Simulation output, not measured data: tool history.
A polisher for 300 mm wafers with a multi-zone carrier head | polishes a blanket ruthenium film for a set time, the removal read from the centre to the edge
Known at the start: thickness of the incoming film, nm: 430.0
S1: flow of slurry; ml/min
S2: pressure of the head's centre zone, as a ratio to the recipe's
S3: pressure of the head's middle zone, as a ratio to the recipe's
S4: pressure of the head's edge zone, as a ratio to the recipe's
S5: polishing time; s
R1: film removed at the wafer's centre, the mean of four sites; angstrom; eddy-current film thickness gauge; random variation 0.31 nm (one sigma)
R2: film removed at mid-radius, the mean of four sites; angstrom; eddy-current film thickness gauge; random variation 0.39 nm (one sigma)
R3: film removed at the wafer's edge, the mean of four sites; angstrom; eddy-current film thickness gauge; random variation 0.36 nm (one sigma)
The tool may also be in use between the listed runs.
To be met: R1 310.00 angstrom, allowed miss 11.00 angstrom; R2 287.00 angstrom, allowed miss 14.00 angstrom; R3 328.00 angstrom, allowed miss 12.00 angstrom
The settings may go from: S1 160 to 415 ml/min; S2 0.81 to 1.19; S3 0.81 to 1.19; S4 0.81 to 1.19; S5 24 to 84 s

run  hour   S1    S2    S3    S4  S5      R1      R2      R3
  1   0.0  265  1.00  1.00  1.00  54  424.77  404.89  407.65
  2   6.4  260  0.97  0.96  0.99  51  380.49  373.83  382.09
  3  11.4  260  0.97  0.96  0.99  63  470.05  464.85  478.14
  4  17.1  260  0.97  0.92  0.99  63  470.89  461.95  486.01
  5  22.5  260  0.97  0.99  0.99  63  476.12  486.57  470.79
  6  27.1  255  0.97  0.96  0.98  57  428.47  426.04  435.91
  7  30.7  255  0.97  0.95  1.00  52  386.90  384.31  389.43
  8  31.6  265  0.97  0.91  1.01  49  367.57  347.30  374.04
  9  32.5  265  0.96  0.89  1.02  47  343.11  331.51  359.12
 10  35.2  265  0.96  0.87  1.02  46  336.53  317.81  353.46
 11  36.2  265  0.96  0.86  1.02  45  332.17  307.90  344.83
 12  45.2  265  0.96  0.86  1.02  45  329.53  307.69  348.48
 13  47.4  265  0.96  0.85  1.01  44  329.87  296.55  343.61

Which of these 4 next moves meets every target?
  A  49.6  345  1.00  0.85  0.97  44   ?   ?   ?
  B  49.6  315  0.96  0.86  1.06  41   ?   ?   ?
  C  49.6  220  1.07  0.83  0.91  46   ?   ?   ?
  D  49.6  245  1.05  0.85  1.00  42   ?   ?   ?

move      R1      R2      R3
   A  349.51  301.20  335.44
   B  309.65  280.89  324.18
   C  369.04  293.12  327.18
   D  336.28  276.88  315.82
A: further off than the last run
B: meets every target
C: further off than the last run
D: further off than the last run
Answer: B
